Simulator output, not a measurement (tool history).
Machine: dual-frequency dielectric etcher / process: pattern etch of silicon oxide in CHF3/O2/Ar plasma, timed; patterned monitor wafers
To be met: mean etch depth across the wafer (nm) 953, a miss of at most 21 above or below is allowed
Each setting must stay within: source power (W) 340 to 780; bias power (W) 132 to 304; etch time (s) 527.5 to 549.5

run,hour,source power (W),bias power (W),etch time (s),mean etch depth across the wafer (nm)
1,0,560,218,527.5,1060.2
2,3.9,550,217,527.5,1043.9
3,6.8,550,236,527.5,1079.8
4,8.8,600,236,527.5,1112.4
5,11.8,530,236,527.5,1059.9
6,14,520,235,527.5,1051.1
7,20.4,510,234,527.5,1045.5
8,24,500,233,527.5,1037.1
9,31.2,490,232,527.5,1023
10,34.3,480,231,527.5,1013.5
11,39.7,390,222,527.5,918.61

Exercise: of the 5 proposed moves below, exactly one satisfies all targets within the stated allowed misses. Which move is it?
A,45.1,390,171,546,?
B,45.1,370,238,539.5,?
C,45.1,380,215,528,?
D,45.1,340,211,527.5,?
E,45.1,340,189,545,?

move,mean etch depth across the wafer (nm)
A,890.8
B,945.24
C,907.57
D,864.51
E,866.32
A: lands further from the targets than the last run did
B: meets every target
C: lands further from the targets than the last run did
D: lands further from the targets than the last run did
E: lands further from the targets than the last run did
So the answer is move B, the one that meets all the targets.
